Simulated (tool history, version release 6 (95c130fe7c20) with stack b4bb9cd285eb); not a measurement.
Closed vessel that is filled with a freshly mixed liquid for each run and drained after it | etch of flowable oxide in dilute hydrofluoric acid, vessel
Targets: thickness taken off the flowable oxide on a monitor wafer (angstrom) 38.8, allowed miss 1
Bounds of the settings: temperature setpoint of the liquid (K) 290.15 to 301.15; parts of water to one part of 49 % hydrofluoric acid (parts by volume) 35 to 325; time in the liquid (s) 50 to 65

| run | hour | temperature setpoint of the liquid (K) | parts of water to one part of 49 % hydrofluoric acid (parts by volume) | time in the liquid (s) | thickness taken off the flowable oxide on a monitor wafer (angstrom) |
|---|---|---|---|---|---|
| 1 | 0 | 293.15 | 180 | 65 | 51.827 |
| 2 | 6.1 | 292.15 | 190 | 65 | 46.637 |
| 3 | 10.2 | 294.65 | 190 | 65 | 52.689 |
| 4 | 17.8 | 293.65 | 195 | 65 | 47.761 |
| 5 | 26.1 | 292.65 | 200 | 65 | 45.234 |
| 6 | 28.8 | 292.15 | 205 | 65 | 43.397 |
| 7 | 33.7 | 291.65 | 205 | 65 | 41.489 |
|  | 41.9 | thermometer replaced |
| 8 | 41.9 | 291.15 | 205 | 65 | 45.225 |
| 9 | 46.9 | 291.15 | 215 | 65 | 42.207 |
| 10 | 54.6 | 291.15 | 220 | 65 | 41.005 |

4 next moves are on the table. One of them brings every result within its allowed miss. Which?
| A | 62.3 | 292.15 | 205 | 50 | ? |
| B | 62.3 | 290.15 | 215 | 65 | ? |
| C | 62.3 | 290.15 | 170 | 50 | ? |
| D | 62.3 | 294.15 | 255 | 65 | ? |

| move | thickness taken off the flowable oxide on a monitor wafer (angstrom) |
|---|---|
| A | 35.492 |
| B | 40.297 |
| C | 40.866 |
| D | 38.158 |
A: takes the result that was furthest off past its target
B: nearer than the last run, and not there yet
C: nearer than the last run, and not there yet
D: meets every target
The right move is D.

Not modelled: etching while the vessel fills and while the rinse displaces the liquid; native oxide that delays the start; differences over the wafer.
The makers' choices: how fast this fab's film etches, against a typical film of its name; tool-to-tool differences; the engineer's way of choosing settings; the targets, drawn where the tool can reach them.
